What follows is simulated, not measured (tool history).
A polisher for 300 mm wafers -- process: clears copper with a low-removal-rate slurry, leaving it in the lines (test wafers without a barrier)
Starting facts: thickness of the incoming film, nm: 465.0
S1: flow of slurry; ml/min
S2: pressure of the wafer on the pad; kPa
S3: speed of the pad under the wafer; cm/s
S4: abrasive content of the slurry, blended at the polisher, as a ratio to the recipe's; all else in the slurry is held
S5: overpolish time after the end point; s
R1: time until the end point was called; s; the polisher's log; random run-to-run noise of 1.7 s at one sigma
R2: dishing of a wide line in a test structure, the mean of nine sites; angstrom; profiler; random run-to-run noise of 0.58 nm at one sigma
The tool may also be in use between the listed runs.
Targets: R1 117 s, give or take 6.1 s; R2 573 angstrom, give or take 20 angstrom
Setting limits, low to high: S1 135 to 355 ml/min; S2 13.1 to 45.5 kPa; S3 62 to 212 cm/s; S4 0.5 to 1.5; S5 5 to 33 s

Run 1, hour 0: S1 225 ml/min, S2 29 kPa, S3 136 cm/s, S4 1, S5 17 s. Result: R1 74.929 s, R2 602.44 angstrom.
Run 2, hour 2.9: S1 225 ml/min, S2 29 kPa, S3 136 cm/s, S4 0.9, S5 17 s. Result: R1 77.762 s, R2 589.06 angstrom.
Run 3, hour 7.5: S1 220 ml/min, S2 26.9 kPa, S3 136 cm/s, S4 0.9, S5 18 s. Result: R1 84.742 s, R2 584.23 angstrom.
Run 4, hour 15.6: S1 220 ml/min, S2 26.9 kPa, S3 136 cm/s, S4 1, S5 18 s. Result: R1 82.416 s, R2 591.14 angstrom.
Run 5, hour 23.7: S1 215 ml/min, S2 24.8 kPa, S3 136 cm/s, S4 1, S5 19 s. Result: R1 90.349 s, R2 571.34 angstrom.
Run 6, hour 28.1: S1 215 ml/min, S2 21.4 kPa, S3 136 cm/s, S4 1, S5 19 s. Result: R1 102.96 s, R2 518.59 angstrom.
Run 7, hour 30.3: S1 210 ml/min, S2 20.7 kPa, S3 136 cm/s, S4 1, S5 20 s. Result: R1 107.6 s, R2 525.87 angstrom.
Run 8, hour 31.3: S1 205 ml/min, S2 20.7 kPa, S3 136 cm/s, S4 1, S5 21 s. Result: R1 108.01 s, R2 535.73 angstrom.
Run 9, hour 37.6: S1 205 ml/min, S2 20.7 kPa, S3 136 cm/s, S4 1, S5 21 s. Result: R1 107.41 s, R2 540.56 angstrom.
Run 10, hour 44.3: S1 200 ml/min, S2 17.9 kPa, S3 134 cm/s, S4 1, S5 25 s. Result: R1 125.07 s, R2 534.5 angstrom.

Exercise: of the 4 proposed moves below, exactly one satisfies all targets within the stated allowed misses. Which move is it?
Run A, hour 51: S1 180 ml/min, S2 21.4 kPa, S3 120 cm/s, S4 1.05, S5 25 s. Result: R1 ?, R2 ?.
Run B, hour 51: S1 240 ml/min, S2 20 kPa, S3 112 cm/s, S4 1.1, S5 28 s. Result: R1 ?, R2 ?.
Run C, hour 51: S1 210 ml/min, S2 20 kPa, S3 144 cm/s, S4 1, S5 27 s. Result: R1 ?, R2 ?.
Run D, hour 51: S1 230 ml/min, S2 14.5 kPa, S3 196 cm/s, S4 0.95, S5 23 s. Result: R1 ?, R2 ?.

move      R1      R2
   A  120.16  572.27
   B  130.53  581.18
   C  105.51  651.24
   D  105.54  569.88
A: every result within its allowed miss
B: brings the result that was furthest off to its target, and leaves another outside
C: pushes the last run's worst result past its target
D: brings the result that was furthest off to its target, and leaves another outside
The right move is A.
